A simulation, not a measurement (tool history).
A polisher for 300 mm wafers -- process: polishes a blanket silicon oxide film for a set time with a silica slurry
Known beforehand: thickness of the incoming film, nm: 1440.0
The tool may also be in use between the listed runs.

run,day,flow of slurry (ml/min),pressure of the wafer on the pad (kPa),speed of the pad under the wafer (cm/s),abrasive content of the slurry,polishing time (s),film removed (angstrom)
1,0,265,38.6,142,1,17,963.84
2,0.271,265,38.6,142,0.8,17,851.33
3,0.4,265,38.6,142,0.8,15,734.76
4,0.775,265,31,142,0.8,15,604.66
5,0.95,265,31,142,0.8,15,604.27
6,1.254,265,35.2,144,0.8,15,691.35
7,1.358,265,38.6,146,0.8,15,753.24

Predict the results of run 8:
8,1.4,265,41.4,150,0.8,15,?

film removed (angstrom): 816.82
